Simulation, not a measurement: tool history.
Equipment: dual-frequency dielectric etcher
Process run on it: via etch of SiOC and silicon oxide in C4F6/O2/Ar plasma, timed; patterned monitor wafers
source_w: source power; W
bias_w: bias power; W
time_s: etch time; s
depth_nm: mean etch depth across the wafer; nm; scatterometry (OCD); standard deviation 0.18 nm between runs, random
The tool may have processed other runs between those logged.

{"run": 1, "hour": 0.0, "source_w": 460, "bias_w": 209, "time_s": 32.0, "depth_nm": 39.591}
{"run": 2, "hour": 0.7, "source_w": 460, "bias_w": 231, "time_s": 32.0, "depth_nm": 40.428}
{"run": 3, "hour": 6.2, "source_w": 460, "bias_w": 259, "time_s": 32.0, "depth_nm": 41.947}
{"run": 4, "hour": 13.6, "source_w": 430, "bias_w": 247, "time_s": 31.5, "depth_nm": 39.175}
{"run": 5, "hour": 15.4, "source_w": 350, "bias_w": 247, "time_s": 31.5, "depth_nm": 35.669}
{"run": 6, "hour": 19.9, "source_w": 350, "bias_w": 270, "time_s": 31.5, "depth_nm": 36.9}
{"run": 7, "hour": 28.3, "source_w": 270, "bias_w": 228, "time_s": 30.5, "depth_nm": 30.318}

Predict the results of run 8:
{"run": 8, "hour": 32.8, "source_w": 330, "bias_w": 231, "time_s": 30.5, "depth_nm": "?"}

Run 8 produced depth_nm 33.258 nm.
